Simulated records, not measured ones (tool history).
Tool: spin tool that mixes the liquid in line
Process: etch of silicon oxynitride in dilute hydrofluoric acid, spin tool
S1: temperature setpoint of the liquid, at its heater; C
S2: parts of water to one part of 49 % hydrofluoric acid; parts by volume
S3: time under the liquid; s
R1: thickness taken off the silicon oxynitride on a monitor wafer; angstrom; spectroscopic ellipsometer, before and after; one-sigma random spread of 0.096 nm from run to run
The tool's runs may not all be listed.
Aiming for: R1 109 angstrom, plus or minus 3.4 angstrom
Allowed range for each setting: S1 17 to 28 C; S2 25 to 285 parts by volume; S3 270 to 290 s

Run 1, hour 0: S1 20 C, S2 155 parts by volume, S3 270 s. Result: R1 40.367 angstrom.
Run 2, hour 8.5: S1 20 C, S2 120 parts by volume, S3 270 s. Result: R1 52.604 angstrom.
Run 3, hour 14.6: S1 22.5 C, S2 105 parts by volume, S3 270 s. Result: R1 69.408 angstrom.
Run 4, hour 17.4: S1 22.5 C, S2 105 parts by volume, S3 270 s. Result: R1 69.69 angstrom.
Run 5, hour 18.8: S1 22.5 C, S2 50 parts by volume, S3 270 s. Result: R1 151.34 angstrom.
Run 6, hour 22: S1 22.5 C, S2 50 parts by volume, S3 270 s. Result: R1 150.89 angstrom.
Run 7, hour 27.9: S1 18.5 C, S2 65 parts by volume, S3 270 s. Result: R1 93.811 angstrom.
Run 8, hour 32.8: S1 18.5 C, S2 65 parts by volume, S3 270 s. Result: R1 93.44 angstrom.
Run 9, hour 36.2: S1 18.5 C, S2 65 parts by volume, S3 270 s. Result: R1 94.208 angstrom.
Run 10, hour 44.3: S1 19.5 C, S2 65 parts by volume, S3 270 s. Result: R1 99.421 angstrom.
Run 11, hour 53.2: S1 20 C, S2 65 parts by volume, S3 270 s. Result: R1 101.79 angstrom.
Run 12, hour 56.8: S1 20.5 C, S2 65 parts by volume, S3 270 s. Result: R1 105.22 angstrom.

5 next moves are on the table. One of them brings every result within its allowed miss. Which?
Run A, hour 60.4: S1 24 C, S2 85 parts by volume, S3 290 s. Result: R1 ?.
Run B, hour 60.4: S1 23 C, S2 80 parts by volume, S3 290 s. Result: R1 ?.
Run C, hour 60.4: S1 20.5 C, S2 65 parts by volume, S3 280 s. Result: R1 ?.
Run D, hour 60.4: S1 22 C, S2 75 parts by volume, S3 275 s. Result: R1 ?.
Run E, hour 60.4: S1 19.5 C, S2 65 parts by volume, S3 275 s. Result: R1 ?.

move      R1
   A  100.16
   B  101.86
   C  108.35
   D  98.543
   E  101.24
A: the biggest miss grows against the last run
B: the biggest miss grows against the last run
C: every result lands within tolerance
D: the biggest miss grows against the last run
E: the biggest miss grows against the last run
Correct choice: C, which meets every target
